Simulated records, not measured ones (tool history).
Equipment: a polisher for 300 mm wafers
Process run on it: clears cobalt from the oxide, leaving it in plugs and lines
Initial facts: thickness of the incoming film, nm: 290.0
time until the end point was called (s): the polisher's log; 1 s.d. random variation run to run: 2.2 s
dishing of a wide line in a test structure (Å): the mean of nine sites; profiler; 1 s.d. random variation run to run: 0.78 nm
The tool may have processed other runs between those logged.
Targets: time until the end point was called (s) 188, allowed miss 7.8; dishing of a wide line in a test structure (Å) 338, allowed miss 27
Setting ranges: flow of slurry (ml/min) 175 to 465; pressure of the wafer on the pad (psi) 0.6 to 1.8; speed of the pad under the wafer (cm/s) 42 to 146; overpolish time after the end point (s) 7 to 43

| run | hour | flow of slurry (ml/min) | pressure of the wafer on the pad (psi) | speed of the pad under the wafer (cm/s) | overpolish time after the end point (s) | time until the end point was called (s) | dishing of a wide line in a test structure (Å) |
|---|---|---|---|---|---|---|---|
| 1 | 0 | 295 | 1.2 | 94 | 22 | 114.68 | 368.8 |
| 2 | 4.4 | 295 | 1 | 94 | 25 | 139.29 | 356.31 |
| 3 | 7 | 295 | 1 | 74 | 25 | 171.44 | 302.67 |
| 4 | 15 | 295 | 1 | 74 | 18 | 173.18 | 250.39 |
| 5 | 19.7 | 295 | 1 | 56 | 18 | 231.89 | 202.26 |
| 6 | 22.5 | 295 | 1 | 56 | 24 | 225.59 | 240.48 |
| 7 | 27.5 | 295 | 1.1 | 56 | 27 | 208.5 | 276.13 |
| 8 | 33.2 | 295 | 1.1 | 56 | 27 | 206.79 | 291.89 |

Which single option among these 4 for the next run brings every result within its allowed miss of target? Just one does.
| A | 38.9 | 285 | 1.1 | 62 | 43 | ? | ? |
| B | 38.9 | 225 | 1.4 | 50 | 32 | ? | ? |
| C | 38.9 | 290 | 1.1 | 54 | 34 | ? | ? |
| D | 38.9 | 455 | 1.1 | 54 | 40 | ? | ? |

| move | time until the end point was called (s) | dishing of a wide line in a test structure (Å) |
|---|---|---|
| A | 189.12 | 402.24 |
| B | 188.83 | 337.5 |
| C | 215.32 | 323.14 |
| D | 207.77 | 366.53 |
A: meets the target for the result that was furthest off, but another lies outside its allowed miss
B: every result within its allowed miss
C: further off than the last run
D: further off than the last run
Go with B: it meets all targets.

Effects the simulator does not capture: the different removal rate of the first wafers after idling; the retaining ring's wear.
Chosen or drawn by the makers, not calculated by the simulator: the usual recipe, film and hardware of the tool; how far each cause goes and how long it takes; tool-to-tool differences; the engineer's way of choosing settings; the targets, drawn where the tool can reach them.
